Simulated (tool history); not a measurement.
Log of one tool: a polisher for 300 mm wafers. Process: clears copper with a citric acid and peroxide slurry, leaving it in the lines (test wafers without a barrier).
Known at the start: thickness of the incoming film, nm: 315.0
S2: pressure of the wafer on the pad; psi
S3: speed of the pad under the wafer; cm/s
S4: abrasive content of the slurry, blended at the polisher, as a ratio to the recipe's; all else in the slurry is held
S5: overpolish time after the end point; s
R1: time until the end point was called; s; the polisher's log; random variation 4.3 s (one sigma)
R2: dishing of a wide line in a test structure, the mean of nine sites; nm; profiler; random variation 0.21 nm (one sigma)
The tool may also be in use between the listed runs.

run 1 hour=0.0 | flow_of_slurry_(ml/min)=135 S2=2.4 S3=128 S4=1.0 S5=14 | R1=131.47 R2=25.3120
run 2 hour=4.1 | flow_of_slurry_(ml/min)=135 S2=2.1 S3=126 S4=1.0 S5=13 | R1=154.10 R2=19.6650
run 3 hour=11.7 | flow_of_slurry_(ml/min)=135 S2=1.9 S3=126 S4=1.0 S5=13 | R1=172.45 R2=18.8180
run 4 hour=15.7 | flow_of_slurry_(ml/min)=135 S2=1.8 S3=124 S4=1.0 S5=12 | R1=184.27 R2=15.8750
run 5 hour=22.8 | flow_of_slurry_(ml/min)=135 S2=1.8 S3=124 S4=1.0 S5=7 | R1=181.19 R2=9.6629
run 6 hour=29.4 | flow_of_slurry_(ml/min)=135 S2=1.7 S3=124 S4=1.0 S5=8 | R1=194.87 R2=10.2580

Run 7 comes next. What will it give?
run 7 hour=31.8 | flow_of_slurry_(ml/min)=135 S2=1.6 S3=124 S4=1.0 S5=9 | R1=? R2=?

{"run 7": {"R1": 213.65, "R2": 11.048}}
